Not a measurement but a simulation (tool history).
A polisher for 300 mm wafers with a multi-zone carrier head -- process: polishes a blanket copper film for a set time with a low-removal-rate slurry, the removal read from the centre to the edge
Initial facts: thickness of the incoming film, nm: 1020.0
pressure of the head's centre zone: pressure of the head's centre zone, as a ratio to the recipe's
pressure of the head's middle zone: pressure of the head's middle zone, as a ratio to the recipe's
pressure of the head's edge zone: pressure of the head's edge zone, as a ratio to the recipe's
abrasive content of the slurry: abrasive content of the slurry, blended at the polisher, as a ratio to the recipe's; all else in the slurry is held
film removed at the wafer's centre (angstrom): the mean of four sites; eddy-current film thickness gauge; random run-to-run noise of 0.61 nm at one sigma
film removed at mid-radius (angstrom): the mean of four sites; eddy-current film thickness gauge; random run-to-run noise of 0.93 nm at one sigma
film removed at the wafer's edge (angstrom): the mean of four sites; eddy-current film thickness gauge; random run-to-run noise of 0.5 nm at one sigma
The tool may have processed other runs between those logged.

| run | day | flow of slurry (ml/min) | pressure of the head's centre zone | pressure of the head's middle zone | pressure of the head's edge zone | abrasive content of the slurry | polishing time (s) | film removed at the wafer's centre (angstrom) | film removed at mid-radius (angstrom) | film removed at the wafer's edge (angstrom) |
|---|---|---|---|---|---|---|---|---|---|---|
| 1 | 0 | 200 | 1 | 1 | 1 | 1 | 43 | 1376 | 1340.2 | 1309.6 |
| 2 | 0.196 | 200 | 1 | 1 | 1 | 1 | 34 | 1087.9 | 1079.5 | 1025.2 |
| 3 | 0.329 | 200 | 1 | 1 | 1.05 | 1 | 34 | 1094 | 1077.9 | 1059.7 |
| 4 | 0.412 | 190 | 0.97 | 0.96 | 1 | 0.85 | 33 | 964.77 | 944.9 | 952.94 |
| 5 | 0.625 | 180 | 0.95 | 0.94 | 0.95 | 0.8 | 33 | 942.51 | 923.27 | 914.07 |
| 6 | 0.862 | 180 | 0.95 | 0.85 | 0.95 | 0.8 | 33 | 922.94 | 843.06 | 911.11 |
| 7 | 1.021 | 170 | 0.92 | 0.86 | 0.91 | 0.75 | 33 | 882.8 | 824.27 | 870.58 |
| 8 | 1.379 | 160 | 0.9 | 0.87 | 0.89 | 0.75 | 33 | 860.15 | 837.34 | 858.54 |

Estimate the outcome of run 9 from the log above:
| 9 | 1.567 | 155 | 0.89 | 0.87 | 0.87 | 0.75 | 33 | ? | ? | ? |

film removed at the wafer's centre (angstrom): 846.65
film removed at mid-radius (angstrom): 823.68
film removed at the wafer's edge (angstrom): 856.68
